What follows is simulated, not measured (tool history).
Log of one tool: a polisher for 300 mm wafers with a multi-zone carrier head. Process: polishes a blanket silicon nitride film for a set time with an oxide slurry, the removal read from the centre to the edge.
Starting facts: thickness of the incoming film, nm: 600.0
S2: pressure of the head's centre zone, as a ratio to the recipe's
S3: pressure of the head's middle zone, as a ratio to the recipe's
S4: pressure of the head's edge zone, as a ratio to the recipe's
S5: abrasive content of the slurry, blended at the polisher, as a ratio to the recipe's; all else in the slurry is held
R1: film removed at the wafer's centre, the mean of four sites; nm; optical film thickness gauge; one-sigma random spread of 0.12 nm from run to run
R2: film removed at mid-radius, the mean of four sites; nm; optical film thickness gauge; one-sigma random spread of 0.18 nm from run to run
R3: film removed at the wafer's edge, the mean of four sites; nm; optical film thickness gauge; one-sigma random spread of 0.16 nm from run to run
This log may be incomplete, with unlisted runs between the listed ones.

run 1 hour=0.0 | flow_of_slurry_(ml/min)=225 S2=1.00 S3=1.00 S4=1.00 S5=1.00 polishing_time_(s)=58 | R1=19.148 R2=19.343 R3=19.755
run 2 hour=8.1 | flow_of_slurry_(ml/min)=225 S2=1.04 S3=1.00 S4=1.00 S5=1.00 polishing_time_(s)=58 | R1=20.003 R2=19.410 R3=19.175
run 3 hour=14.4 | flow_of_slurry_(ml/min)=225 S2=1.04 S3=0.95 S4=1.00 S5=1.00 polishing_time_(s)=58 | R1=19.864 R2=18.800 R3=19.479
run 4 hour=19.6 | flow_of_slurry_(ml/min)=220 S2=1.01 S3=0.98 S4=0.98 S5=0.90 polishing_time_(s)=55 | R1=17.719 R2=17.637 R3=17.203
run 5 hour=20.3 | flow_of_slurry_(ml/min)=220 S2=0.97 S3=0.98 S4=0.98 S5=0.90 polishing_time_(s)=55 | R1=16.931 R2=17.273 R3=18.066
run 6 hour=23.1 | flow_of_slurry_(ml/min)=215 S2=0.95 S3=1.00 S4=0.97 S5=0.80 polishing_time_(s)=52 | R1=15.625 R2=16.458 R3=15.725
run 7 hour=30.0 | flow_of_slurry_(ml/min)=210 S2=0.92 S3=1.00 S4=0.97 S5=0.75 polishing_time_(s)=49 | R1=13.879 R2=14.780 R3=14.876

Run 8 comes next. What will it give?
run 8 hour=32.8 | flow_of_slurry_(ml/min)=205 S2=0.90 S3=1.01 S4=0.96 S5=0.70 polishing_time_(s)=47 | R1=? R2=? R3=?

R1: 12.795 nm
R2: 14.233 nm
R3: 13.766 nm
